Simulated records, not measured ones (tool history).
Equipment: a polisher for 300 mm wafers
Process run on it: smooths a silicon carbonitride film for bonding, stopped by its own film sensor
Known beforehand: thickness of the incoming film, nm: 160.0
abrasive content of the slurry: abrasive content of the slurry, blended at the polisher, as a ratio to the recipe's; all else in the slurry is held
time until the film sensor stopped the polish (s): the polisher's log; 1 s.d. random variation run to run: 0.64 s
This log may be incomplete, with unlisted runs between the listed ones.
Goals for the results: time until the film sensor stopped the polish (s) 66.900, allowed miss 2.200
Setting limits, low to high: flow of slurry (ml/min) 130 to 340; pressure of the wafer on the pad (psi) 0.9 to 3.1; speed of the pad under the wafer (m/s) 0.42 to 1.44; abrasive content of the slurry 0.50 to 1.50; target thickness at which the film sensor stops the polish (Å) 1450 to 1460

run	hour	flow of slurry (ml/min)	pressure of the wafer on the pad (psi)	speed of the pad under the wafer (m/s)	abrasive content of the slurry	target thickness at which the film sensor stops the polish (Å)	time until the film sensor stopped the polish (s)
1	0.0	220	2.0	0.92	1.00	1450	97.518
2	4.3	220	2.3	0.92	1.00	1450	85.210
3	9.0	220	2.3	0.92	0.80	1450	94.739
4	15.0	220	2.4	0.92	0.80	1450	91.077
5	22.8	220	2.4	1.08	0.80	1450	82.884
6	26.3	220	2.7	1.08	0.80	1450	74.984
# hour 33.5: worn pad replaced by a new one
7	33.5	225	2.9	1.08	0.80	1450	63.228
8	34.7	220	2.9	1.08	0.80	1450	63.099

Exactly one of the 4 candidate moves below puts every result within its allowed miss. Which one?
A	35.9	240	3.0	0.96	0.75	1450	?
B	35.9	235	3.0	1.10	0.75	1450	?
C	35.9	225	3.0	1.06	0.75	1460	?
D	35.9	285	2.6	1.08	1.10	1450	?

move	time until the film sensor stopped the polish (s)
A	68.001
B	62.510
C	59.959
D	58.429
A: meets every target
B: its largest miss is bigger than the last run's
C: its largest miss is bigger than the last run's
D: its largest miss is bigger than the last run's
Answer: A
